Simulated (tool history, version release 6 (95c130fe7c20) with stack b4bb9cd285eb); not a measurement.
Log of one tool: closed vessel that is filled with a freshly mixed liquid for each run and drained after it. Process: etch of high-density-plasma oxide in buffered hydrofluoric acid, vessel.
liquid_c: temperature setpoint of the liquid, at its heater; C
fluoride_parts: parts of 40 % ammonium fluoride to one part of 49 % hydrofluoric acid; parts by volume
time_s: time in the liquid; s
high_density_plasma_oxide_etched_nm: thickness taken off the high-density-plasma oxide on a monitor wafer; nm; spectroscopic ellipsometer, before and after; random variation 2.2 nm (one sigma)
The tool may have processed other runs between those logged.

run  hour  liquid_c  fluoride_parts  time_s  high_density_plasma_oxide_etched_nm
  1     0        23              10      85                               185.99
  2   7.6        23              12      85                               156.75
  3   9.3      25.5            11.5      85                               183.53
  4    14        27              11      85                               208.58
  5  20.1        27            12.5      85                               182.51
  6  28.9      23.5            12.5      85                               151.68

Run 7 is up next; what results do you expect?
  7  30.5      25.5            11.5      85                                    ?

{"run 7": {"high_density_plasma_oxide_etched_nm": 184.34}}

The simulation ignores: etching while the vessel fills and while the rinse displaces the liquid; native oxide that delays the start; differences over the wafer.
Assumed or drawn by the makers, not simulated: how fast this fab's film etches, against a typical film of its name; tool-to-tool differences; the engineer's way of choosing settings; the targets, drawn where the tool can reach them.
